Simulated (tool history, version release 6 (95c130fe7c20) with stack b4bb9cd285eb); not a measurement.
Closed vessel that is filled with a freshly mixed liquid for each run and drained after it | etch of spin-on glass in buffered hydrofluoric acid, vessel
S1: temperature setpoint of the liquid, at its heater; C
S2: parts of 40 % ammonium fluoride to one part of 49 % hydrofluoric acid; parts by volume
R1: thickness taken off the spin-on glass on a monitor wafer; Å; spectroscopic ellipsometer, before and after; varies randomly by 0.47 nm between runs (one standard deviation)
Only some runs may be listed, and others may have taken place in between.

Run 1, hour 0: S1 24 C, S2 22 parts by volume, time in the liquid (s) 30. Result: R1 315.7 Å.
Run 2, hour 5.2: S1 24 C, S2 22 parts by volume, time in the liquid (s) 30. Result: R1 314.82 Å.
Run 3, hour 7.5: S1 24 C, S2 22 parts by volume, time in the liquid (s) 30. Result: R1 313.4 Å.
Run 4, hour 16.3: S1 25.5 C, S2 22 parts by volume, time in the liquid (s) 30. Result: R1 340.67 Å.
Run 5, hour 25.1: S1 25.5 C, S2 22 parts by volume, time in the liquid (s) 30. Result: R1 341.42 Å.
Run 6, hour 32.2: S1 26.5 C, S2 22 parts by volume, time in the liquid (s) 30. Result: R1 363.3 Å.

Run 7 has not been measured yet. What should we expect?
Run 7, hour 38.6: S1 30.5 C, S2 21.5 parts by volume, time in the liquid (s) 30. Result: R1 ?.

R1: 452.91 Å
